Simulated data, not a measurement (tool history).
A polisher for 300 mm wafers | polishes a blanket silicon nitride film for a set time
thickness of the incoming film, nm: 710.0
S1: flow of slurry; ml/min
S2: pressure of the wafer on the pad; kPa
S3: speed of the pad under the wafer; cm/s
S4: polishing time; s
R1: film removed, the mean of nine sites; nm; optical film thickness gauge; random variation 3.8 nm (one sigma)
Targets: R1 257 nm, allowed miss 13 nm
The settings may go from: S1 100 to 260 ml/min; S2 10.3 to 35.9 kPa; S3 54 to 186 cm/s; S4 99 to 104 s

| run | day | S1 | S2 | S3 | S4 | R1 |
|---|---|---|---|---|---|---|
| 1 | 0 | 165 | 22.8 | 118 | 99 | 176.08 |
| 2 | 0.058 | 165 | 22.8 | 92 | 99 | 142.41 |
| 3 | 0.142 | 165 | 26.2 | 94 | 99 | 170.41 |
| 4 | 0.504 | 200 | 26.2 | 94 | 99 | 171.39 |
|  | 0.779 | head pressure recalibrated |
| 5 | 0.779 | 175 | 26.2 | 94 | 99 | 186.68 |
| 6 | 0.812 | 210 | 26.2 | 94 | 99 | 195.16 |
| 7 | 0.912 | 220 | 27.6 | 94 | 99 | 207.28 |
| 8 | 1.246 | 225 | 28.3 | 94 | 99 | 209.04 |

Which of these 5 next moves meets every target?
| A | 1.579 | 225 | 29 | 96 | 100 | ? |
| B | 1.579 | 225 | 29 | 96 | 99 | ? |
| C | 1.579 | 205 | 26.9 | 70 | 99 | ? |
| D | 1.579 | 195 | 27.6 | 74 | 99 | ? |
| E | 1.579 | 260 | 30.3 | 100 | 104 | ? |

| move | R1 |
|---|---|
| A | 225.5 |
| B | 223.24 |
| C | 165 |
| D | 174.3 |
| E | 256.48 |
A: nearer than the last run, and not there yet
B: nearer than the last run, and not there yet
C: further off than the last run
D: further off than the last run
E: meets every target
Move E is the one to make.

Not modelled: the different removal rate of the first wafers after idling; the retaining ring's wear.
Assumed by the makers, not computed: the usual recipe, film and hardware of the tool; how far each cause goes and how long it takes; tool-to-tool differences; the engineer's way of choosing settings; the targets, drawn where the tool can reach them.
